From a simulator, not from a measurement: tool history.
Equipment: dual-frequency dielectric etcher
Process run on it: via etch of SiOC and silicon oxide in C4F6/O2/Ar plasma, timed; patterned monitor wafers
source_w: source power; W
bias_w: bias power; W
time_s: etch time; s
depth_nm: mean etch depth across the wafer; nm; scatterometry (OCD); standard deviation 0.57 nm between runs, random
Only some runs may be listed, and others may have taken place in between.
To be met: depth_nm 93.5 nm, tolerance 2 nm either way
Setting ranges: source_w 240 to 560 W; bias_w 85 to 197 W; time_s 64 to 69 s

{"run": 1, "hour": 0.0, "source_w": 400, "bias_w": 141, "time_s": 69, "depth_nm": 83.658}
{"run": 2, "hour": 1.6, "source_w": 400, "bias_w": 126, "time_s": 69, "depth_nm": 80.263}
{"run": 3, "hour": 7.2, "source_w": 430, "bias_w": 129, "time_s": 69, "depth_nm": 83.704}
{"run": 4, "hour": 11.3, "source_w": 430, "bias_w": 129, "time_s": 69, "depth_nm": 83.162}
{"run": 5, "hour": 14.9, "source_w": 460, "bias_w": 131, "time_s": 69, "depth_nm": 86.799}
{"run": 6, "hour": 22.9, "source_w": 470, "bias_w": 132, "time_s": 69, "depth_nm": 86.413}
{"run": 7, "hour": 28.9, "source_w": 470, "bias_w": 132, "time_s": 69, "depth_nm": 86.507}
{"run": 8, "hour": 35.1, "source_w": 490, "bias_w": 134, "time_s": 69, "depth_nm": 88.031}
{"run": 9, "hour": 42.2, "source_w": 500, "bias_w": 136, "time_s": 69, "depth_nm": 89.345}
{"run": 10, "hour": 44.6, "source_w": 510, "bias_w": 137, "time_s": 69, "depth_nm": 90.659}

Pick the move, out of 5, that brings all results within their allowed miss; only one does.
{"run": "A", "hour": 47.0, "source_w": 510, "bias_w": 138, "time_s": 69, "depth_nm": "?"}
{"run": "B", "hour": 47.0, "source_w": 510, "bias_w": 137, "time_s": 67, "depth_nm": "?"}
{"run": "C", "hour": 47.0, "source_w": 560, "bias_w": 160, "time_s": 66, "depth_nm": "?"}
{"run": "D", "hour": 47.0, "source_w": 470, "bias_w": 132, "time_s": 69, "depth_nm": "?"}
{"run": "E", "hour": 47.0, "source_w": 490, "bias_w": 143, "time_s": 68, "depth_nm": "?"}

move=A depth_nm=90.157
move=B depth_nm=87.342
move=C depth_nm=93.472
move=D depth_nm=86.372
move=E depth_nm=88.606
A: the biggest miss grows against the last run
B: the biggest miss grows against the last run
C: all results in spec
D: the biggest miss grows against the last run
E: the biggest miss grows against the last run
The right move is C.
